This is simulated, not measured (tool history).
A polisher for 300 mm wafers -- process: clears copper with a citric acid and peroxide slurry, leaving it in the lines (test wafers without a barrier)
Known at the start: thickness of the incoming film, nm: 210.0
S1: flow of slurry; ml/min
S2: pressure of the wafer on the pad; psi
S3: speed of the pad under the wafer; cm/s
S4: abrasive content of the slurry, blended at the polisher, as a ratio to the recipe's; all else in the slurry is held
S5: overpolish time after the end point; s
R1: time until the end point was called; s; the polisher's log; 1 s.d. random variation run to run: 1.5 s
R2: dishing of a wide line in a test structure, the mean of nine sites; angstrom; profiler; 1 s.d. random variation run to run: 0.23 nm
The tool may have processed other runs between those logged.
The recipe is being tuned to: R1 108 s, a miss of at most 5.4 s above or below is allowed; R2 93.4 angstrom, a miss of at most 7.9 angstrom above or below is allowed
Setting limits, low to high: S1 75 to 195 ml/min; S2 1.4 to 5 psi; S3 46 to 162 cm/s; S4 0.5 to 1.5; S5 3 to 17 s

run	day	S1	S2	S3	S4	S5	R1	R2
1	0	125	3.2	104	1	9	98.624	149.58
2	0.2	125	3.2	80	1	9	127.52	124.53
3	0.458	125	2.6	80	1	9	152.98	102.39
4	0.804	125	2.7	80	1	9	148.38	101.96
5	1.004	100	2.7	80	1	9	153.92	96.061
6	1.2	100	2.7	80	1	7	154.18	77.032
7	1.442	105	2.8	80	1	7	146.68	78.4
8	1.521	110	2.9	80	1	7	141.16	80.33

Consider the 5 candidate settings below. Which is the only one whose results all fall within their allowed miss of target?
A	1.6	95	3.8	84	0.95	6	?	?
B	1.6	115	3.2	68	1.05	6	?	?
C	1.6	125	2.8	58	1	10	?	?
D	1.6	110	3	78	1	8	?	?
E	1.6	95	3	70	1.15	9	?	?

move	R1	R2
A	108.95	98.437
B	150.06	71.872
C	196.85	90.78
D	142.11	100.38
E	158.49	101.24
A: hits every target within its allowed miss
B: its largest miss is bigger than the last run's
C: its largest miss is bigger than the last run's
D: about as far from the targets as the last run
E: its largest miss is bigger than the last run's
So the answer is move A, the one that meets all the targets.
